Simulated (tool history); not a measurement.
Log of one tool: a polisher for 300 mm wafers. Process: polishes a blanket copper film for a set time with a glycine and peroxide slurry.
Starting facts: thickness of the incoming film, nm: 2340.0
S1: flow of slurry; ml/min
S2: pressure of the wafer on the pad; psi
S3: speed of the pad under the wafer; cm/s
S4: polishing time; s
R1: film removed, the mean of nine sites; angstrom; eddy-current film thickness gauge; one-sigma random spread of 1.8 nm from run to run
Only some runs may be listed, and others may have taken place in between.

| run | day | S1 | S2 | S3 | S4 | R1 |
|---|---|---|---|---|---|---|
| 1 | 0.000 | 240 | 2.6 | 84 | 47 | 2550.4 |
| 2 | 0.225 | 280 | 2.6 | 84 | 47 | 2608.3 |
| 3 | 0.254 | 280 | 2.6 | 104 | 47 | 3089.7 |
| 4 | 0.404 | 280 | 2.4 | 104 | 47 | 2839.4 |
| 5 | 0.462 | 310 | 2.4 | 104 | 47 | 2887.0 |
| 6 | 0.729 | 310 | 2.3 | 104 | 47 | 2831.3 |
| 7 | 1.083 | 305 | 2.2 | 104 | 47 | 2722.9 |

Forecast run 8:
| 8 | 1.179 | 305 | 2.1 | 104 | 47 | ? |

{"run 8": {"R1": 2628.2}}
